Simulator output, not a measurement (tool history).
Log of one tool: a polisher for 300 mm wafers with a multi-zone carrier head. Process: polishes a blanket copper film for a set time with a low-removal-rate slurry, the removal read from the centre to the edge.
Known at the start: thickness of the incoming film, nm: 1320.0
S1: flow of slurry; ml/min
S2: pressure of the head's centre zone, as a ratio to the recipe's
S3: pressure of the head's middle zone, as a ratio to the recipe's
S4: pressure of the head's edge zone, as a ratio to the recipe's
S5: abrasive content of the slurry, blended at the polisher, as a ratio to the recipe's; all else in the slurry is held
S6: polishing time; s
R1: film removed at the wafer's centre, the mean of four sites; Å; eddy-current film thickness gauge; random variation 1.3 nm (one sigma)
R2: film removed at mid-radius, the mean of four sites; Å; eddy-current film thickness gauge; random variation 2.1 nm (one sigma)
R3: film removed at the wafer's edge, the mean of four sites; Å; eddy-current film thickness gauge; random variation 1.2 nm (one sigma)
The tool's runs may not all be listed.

| run | hour | S1 | S2 | S3 | S4 | S5 | S6 | R1 | R2 | R3 |
|---|---|---|---|---|---|---|---|---|---|---|
| 1 | 0.0 | 190 | 1.00 | 1.00 | 1.00 | 1.00 | 76 | 2391.9 | 2437.7 | 2500.8 |
| 2 | 4.9 | 215 | 1.00 | 1.00 | 1.00 | 1.00 | 76 | 2428.6 | 2453.8 | 2487.1 |
| 3 | 8.9 | 235 | 1.00 | 1.00 | 1.00 | 1.00 | 76 | 2529.8 | 2493.3 | 2547.6 |
| 4 | 14.2 | 225 | 0.97 | 0.95 | 0.99 | 0.85 | 72 | 2191.3 | 2217.6 | 2338.0 |
| 5 | 20.0 | 225 | 0.97 | 0.95 | 0.91 | 0.85 | 72 | 2188.7 | 2166.2 | 2199.3 |
| 6 | 26.2 | 225 | 0.97 | 0.95 | 0.91 | 0.65 | 72 | 2104.6 | 2074.1 | 2125.6 |
| 7 | 32.4 | 205 | 0.96 | 0.91 | 0.92 | 0.60 | 70 | 1983.1 | 1914.0 | 2050.3 |

Forecast run 8:
| 8 | 37.8 | 155 | 0.88 | 0.81 | 0.95 | 0.50 | 62 | ? | ? | ? |

Run 8 gave R1 1468.9 Å, R2 1446.5 Å, R3 1738.3 Å.
